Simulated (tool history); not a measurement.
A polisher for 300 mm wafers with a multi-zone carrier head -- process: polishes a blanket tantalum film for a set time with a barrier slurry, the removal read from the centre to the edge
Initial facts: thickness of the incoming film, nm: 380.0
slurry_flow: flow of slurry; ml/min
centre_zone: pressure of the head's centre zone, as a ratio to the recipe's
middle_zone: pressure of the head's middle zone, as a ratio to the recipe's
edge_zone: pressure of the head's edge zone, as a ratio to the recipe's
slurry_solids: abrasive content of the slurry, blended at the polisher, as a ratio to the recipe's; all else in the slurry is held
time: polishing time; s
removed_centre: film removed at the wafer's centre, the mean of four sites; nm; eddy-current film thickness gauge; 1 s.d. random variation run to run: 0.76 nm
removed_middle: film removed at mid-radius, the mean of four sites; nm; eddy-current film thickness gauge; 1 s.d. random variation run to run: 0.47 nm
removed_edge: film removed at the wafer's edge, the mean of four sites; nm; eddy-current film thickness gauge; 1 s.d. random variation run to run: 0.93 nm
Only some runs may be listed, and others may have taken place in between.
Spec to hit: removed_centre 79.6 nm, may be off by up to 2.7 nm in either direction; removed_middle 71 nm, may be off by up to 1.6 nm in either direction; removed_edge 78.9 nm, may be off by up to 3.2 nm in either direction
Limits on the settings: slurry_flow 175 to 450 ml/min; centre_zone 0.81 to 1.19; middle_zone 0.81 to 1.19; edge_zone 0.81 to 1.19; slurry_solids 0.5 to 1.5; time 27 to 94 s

| run | hour | slurry_flow | centre_zone | middle_zone | edge_zone | slurry_solids | time | removed_centre | removed_middle | removed_edge |
|---|---|---|---|---|---|---|---|---|---|---|
| 1 | 0 | 290 | 1 | 1 | 1 | 1 | 60 | 130.57 | 131.4 | 134.9 |
| 2 | 0.8 | 290 | 1 | 1.07 | 1 | 1 | 60 | 134.23 | 138 | 134.02 |
| 3 | 8.5 | 290 | 0.95 | 1.07 | 1 | 1 | 60 | 127.21 | 139.4 | 132.14 |
| 4 | 12.4 | 280 | 0.98 | 1 | 0.96 | 0.85 | 54 | 111.17 | 111.64 | 113.1 |
| 5 | 18.9 | 250 | 0.98 | 1 | 0.96 | 0.85 | 54 | 109.92 | 110.44 | 110.41 |
| 6 | 22.2 | 310 | 0.98 | 1 | 0.96 | 0.85 | 54 | 114.11 | 112.58 | 113.02 |
| 7 | 25.4 | 310 | 0.98 | 1 | 0.96 | 0.85 | 54 | 112.82 | 113.01 | 113.04 |
| 8 | 30.7 | 295 | 0.97 | 0.94 | 0.93 | 0.75 | 51 | 100.52 | 96.792 | 103.84 |
| 9 | 34.5 | 290 | 0.97 | 0.92 | 0.9 | 0.65 | 48 | 88.329 | 84.371 | 87.783 |
| 10 | 37.6 | 275 | 0.97 | 0.89 | 0.88 | 0.65 | 48 | 89.363 | 82.297 | 88.636 |
| 11 | 42.2 | 265 | 0.96 | 0.87 | 0.86 | 0.6 | 48 | 85.619 | 76.171 | 83.518 |
| 12 | 50.2 | 250 | 0.95 | 0.86 | 0.85 | 0.6 | 48 | 84.93 | 75.839 | 84.492 |
| 13 | 51.7 | 265 | 0.94 | 0.85 | 0.83 | 0.5 | 46 | 74.138 | 66.627 | 74.766 |
| 14 | 58.1 | 265 | 0.95 | 0.86 | 0.85 | 0.5 | 46 | 73.416 | 67.56 | 74.884 |
| 15 | 61.9 | 275 | 0.97 | 0.86 | 0.87 | 0.5 | 46 | 75.874 | 67.847 | 74.409 |

Which one of the following 4 next-run settings gets every result inside its allowed miss? There is exactly one.
| A | 65.7 | 295 | 0.96 | 0.82 | 0.9 | 0.55 | 42 | ? | ? | ? |
| B | 65.7 | 270 | 0.97 | 0.85 | 0.85 | 0.6 | 45 | ? | ? | ? |
| C | 65.7 | 290 | 0.86 | 0.84 | 0.91 | 0.55 | 45 | ? | ? | ? |
| D | 65.7 | 300 | 1.07 | 0.81 | 0.81 | 0.5 | 45 | ? | ? | ? |

| move | removed_centre | removed_middle | removed_edge |
|---|---|---|---|
| A | 71.943 | 62.302 | 73.082 |
| B | 80.073 | 70.86 | 79.223 |
| C | 70.449 | 68.01 | 78.505 |
| D | 80.738 | 63.294 | 72.317 |
A: moves away from the targets compared with the last run
B: in spec on every target
C: moves away from the targets compared with the last run
D: moves away from the targets compared with the last run
The right move is B.
